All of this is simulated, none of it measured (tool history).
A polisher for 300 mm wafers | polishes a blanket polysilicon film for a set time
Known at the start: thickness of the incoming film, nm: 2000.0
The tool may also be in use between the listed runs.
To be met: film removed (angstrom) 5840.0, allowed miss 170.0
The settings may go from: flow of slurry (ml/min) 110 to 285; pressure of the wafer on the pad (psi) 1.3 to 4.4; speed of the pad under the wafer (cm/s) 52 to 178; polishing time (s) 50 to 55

run	hour	flow of slurry (ml/min)	pressure of the wafer on the pad (psi)	speed of the pad under the wafer (cm/s)	polishing time (s)	film removed (angstrom)
1	0.0	180	2.8	114	55	5018.8
2	4.6	135	2.8	114	55	4826.2
3	11.8	135	2.8	96	55	4072.3
4	16.4	145	3.0	96	55	4345.6
5	19.3	155	3.2	96	55	4792.5
6	27.0	165	3.3	96	55	5021.4
7	30.0	175	3.4	96	55	5113.4
8	35.3	180	3.5	96	55	5313.7
9	41.2	185	3.6	96	55	5504.7

Which of these 5 next moves meets every target?
A	47.1	210	3.9	92	55	?
B	47.1	160	3.0	108	55	?
C	47.1	215	3.5	102	50	?
D	47.1	190	3.9	94	50	?
E	47.1	210	3.5	100	52	?

move	film removed (angstrom)
A	5816.8
B	5039.1
C	5271.8
D	5322.8
E	5362.1
A: meets every target
B: further off than the last run
C: further off than the last run
D: further off than the last run
E: further off than the last run
Move A is the one to make.

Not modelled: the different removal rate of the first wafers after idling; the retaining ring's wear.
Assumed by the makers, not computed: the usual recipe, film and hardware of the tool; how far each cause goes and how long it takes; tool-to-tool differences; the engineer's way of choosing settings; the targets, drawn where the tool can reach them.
